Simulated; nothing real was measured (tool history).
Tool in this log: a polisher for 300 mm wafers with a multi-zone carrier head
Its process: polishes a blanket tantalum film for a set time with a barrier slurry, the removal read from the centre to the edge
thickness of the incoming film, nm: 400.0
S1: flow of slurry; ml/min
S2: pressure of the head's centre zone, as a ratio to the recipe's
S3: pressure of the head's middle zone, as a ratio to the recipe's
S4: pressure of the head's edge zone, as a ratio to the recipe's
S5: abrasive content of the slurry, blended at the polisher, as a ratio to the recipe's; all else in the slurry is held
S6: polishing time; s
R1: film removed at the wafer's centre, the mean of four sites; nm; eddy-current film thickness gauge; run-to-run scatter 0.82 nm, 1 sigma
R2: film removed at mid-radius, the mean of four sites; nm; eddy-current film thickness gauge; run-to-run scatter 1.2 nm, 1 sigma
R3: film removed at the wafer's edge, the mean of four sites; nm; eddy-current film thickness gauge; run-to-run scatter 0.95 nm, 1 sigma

run  hour   S1    S2    S3    S4    S5  S6      R1      R2      R3
  1     0  160     1     1     1     1  80  128.16   127.5  122.42
  2   8.9  160     1     1     1  0.85  80  118.85   119.7  112.98
  3    15  150  0.95  0.99  0.98  0.75  75  98.928  103.76  100.67
  4  20.5  145  0.92  1.01  0.95  0.65  72  81.636  90.826  84.796
  5  21.4  135   0.9  1.01  0.93  0.65  72  79.333  89.468  84.635
  6  26.6  130  0.88  1.02   0.9   0.6  72  74.497  85.525  78.553
  7  29.5  125  0.87  1.02  0.89   0.6  72  70.537  86.427  76.582

What will run 8 give?
  8  34.1  105  0.87  0.98  0.88  0.55  72   ?   ?   ?

Run 8 gave R1 66.274 nm, R2 75.461 nm, R3 70.827 nm.
